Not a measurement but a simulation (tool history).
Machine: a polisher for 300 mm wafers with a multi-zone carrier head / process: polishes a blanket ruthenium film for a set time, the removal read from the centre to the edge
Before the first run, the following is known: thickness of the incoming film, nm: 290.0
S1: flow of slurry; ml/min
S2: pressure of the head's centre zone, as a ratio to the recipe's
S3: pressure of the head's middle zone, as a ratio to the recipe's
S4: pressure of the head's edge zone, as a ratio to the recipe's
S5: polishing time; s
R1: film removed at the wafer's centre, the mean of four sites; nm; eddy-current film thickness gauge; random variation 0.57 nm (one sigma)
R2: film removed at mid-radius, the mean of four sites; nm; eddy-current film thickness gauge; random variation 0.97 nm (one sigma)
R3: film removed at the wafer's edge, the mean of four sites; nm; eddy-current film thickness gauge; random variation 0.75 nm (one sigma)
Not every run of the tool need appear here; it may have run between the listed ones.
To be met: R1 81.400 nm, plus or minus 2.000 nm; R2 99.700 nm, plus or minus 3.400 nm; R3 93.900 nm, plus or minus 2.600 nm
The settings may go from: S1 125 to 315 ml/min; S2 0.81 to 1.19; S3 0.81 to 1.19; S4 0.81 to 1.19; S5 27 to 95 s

run 1 hour=0.0 | S1=205 S2=1.00 S3=1.00 S4=1.00 S5=61 | R1=69.223 R2=71.146 R3=64.835
run 2 hour=2.6 | S1=210 S2=0.98 S3=1.01 S4=1.03 S5=64 | R1=71.718 R2=75.431 R3=70.131
run 3 hour=8.0 | S1=210 S2=0.98 S3=1.09 S4=1.03 S5=64 | R1=70.964 R2=80.382 R3=69.675
run 4 hour=16.2 | S1=215 S2=0.97 S3=1.09 S4=1.06 S5=66 | R1=73.253 R2=81.918 R3=72.209
run 5 hour=20.6 | S1=240 S2=0.97 S3=1.09 S4=1.06 S5=66 | R1=75.122 R2=83.462 R3=73.748
run 6 hour=27.9 | S1=240 S2=0.97 S3=1.09 S4=1.01 S5=66 | R1=74.691 R2=83.486 R3=71.330
run 7 hour=31.7 | S1=240 S2=0.97 S3=1.09 S4=1.01 S5=66 | R1=73.831 R2=85.009 R3=71.184
run 8 hour=35.9 | S1=235 S2=0.95 S3=1.10 S4=1.04 S5=68 | R1=76.062 R2=86.858 R3=74.966
run 9 hour=44.8 | S1=235 S2=0.93 S3=1.11 S4=1.06 S5=69 | R1=74.664 R2=89.206 R3=76.508
run 10 hour=50.4 | S1=235 S2=0.92 S3=1.11 S4=1.08 S5=70 | R1=75.141 R2=89.440 R3=78.958
run 11 hour=51.1 | S1=235 S2=0.91 S3=1.11 S4=1.10 S5=71 | R1=76.509 R2=92.974 R3=79.809
run 12 hour=58.8 | S1=230 S2=0.90 S3=1.09 S4=1.11 S5=72 | R1=76.025 R2=91.348 R3=80.499
-- hour=62.5 edge zone pressure recalibrated
run 13 hour=62.5 | S1=225 S2=0.89 S3=1.08 S4=1.12 S5=74 | R1=75.425 R2=91.570 R3=87.612
run 14 hour=66.9 | S1=230 S2=0.89 S3=1.08 S4=1.13 S5=74 | R1=76.354 R2=94.577 R3=88.603
run 15 hour=70.3 | S1=240 S2=0.89 S3=1.08 S4=1.14 S5=74 | R1=76.917 R2=94.189 R3=88.934
run 16 hour=75.8 | S1=250 S2=0.89 S3=1.08 S4=1.14 S5=74 | R1=77.955 R2=94.086 R3=89.550
run 17 hour=83.9 | S1=255 S2=0.89 S3=1.09 S4=1.15 S5=74 | R1=77.453 R2=95.886 R3=89.890
run 18 hour=87.6 | S1=260 S2=0.89 S3=1.09 S4=1.15 S5=74 | R1=77.445 R2=94.593 R3=89.350
run 19 hour=88.4 | S1=260 S2=0.89 S3=1.09 S4=1.16 S5=74 | R1=77.897 R2=95.457 R3=89.581

Consider the 4 candidate settings below. Which is the only one whose results all fall within their allowed miss of target?
run A hour=89.2 | S1=260 S2=0.90 S3=1.10 S4=1.16 S5=77 | R1=? R2=? R3=?
run B hour=89.2 | S1=210 S2=0.83 S3=1.17 S4=1.07 S5=82 | R1=? R2=? R3=?
run C hour=89.2 | S1=315 S2=0.87 S3=1.19 S4=1.14 S5=77 | R1=? R2=? R3=?
run D hour=89.2 | S1=310 S2=0.93 S3=0.93 S4=1.19 S5=79 | R1=? R2=? R3=?

move=A R1=81.953 R2=98.208 R3=93.578
move=B R1=78.043 R2=107.350 R3=93.788
move=C R1=81.018 R2=107.220 R3=94.085
move=D R1=88.595 R2=89.030 R3=98.831
A: every result lands within tolerance
B: its largest miss is bigger than the last run's
C: puts the biggest miss on target and leaves a different result outside tolerance
D: carries the result that was furthest off beyond its target, to the other side
Answer: A

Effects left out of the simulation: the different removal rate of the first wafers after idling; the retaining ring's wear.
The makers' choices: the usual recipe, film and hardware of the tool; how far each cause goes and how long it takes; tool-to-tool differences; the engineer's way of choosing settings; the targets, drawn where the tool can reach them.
